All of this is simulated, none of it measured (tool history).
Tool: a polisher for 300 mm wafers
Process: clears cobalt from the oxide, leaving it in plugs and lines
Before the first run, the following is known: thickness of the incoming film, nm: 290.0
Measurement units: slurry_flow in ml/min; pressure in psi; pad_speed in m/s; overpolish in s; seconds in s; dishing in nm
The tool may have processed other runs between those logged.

run,hour,slurry_flow,pressure,pad_speed,overpolish,seconds,dishing
1,0.0,275,2.2,0.88,28,54.699,53.701
2,6.8,275,2.2,0.68,28,73.251,47.941
3,15.3,245,2.2,0.68,28,73.404,48.526
4,22.7,245,2.2,0.68,37,71.555,51.217
5,25.7,270,2.3,0.60,29,79.177,48.662
6,30.5,270,2.3,0.60,19,79.055,41.341
7,31.2,270,2.2,0.60,16,82.768,35.331

What will run 8 give?
8,35.9,270,2.1,0.60,17,?,?

seconds: 82.788 s
dishing: 35.347 nm

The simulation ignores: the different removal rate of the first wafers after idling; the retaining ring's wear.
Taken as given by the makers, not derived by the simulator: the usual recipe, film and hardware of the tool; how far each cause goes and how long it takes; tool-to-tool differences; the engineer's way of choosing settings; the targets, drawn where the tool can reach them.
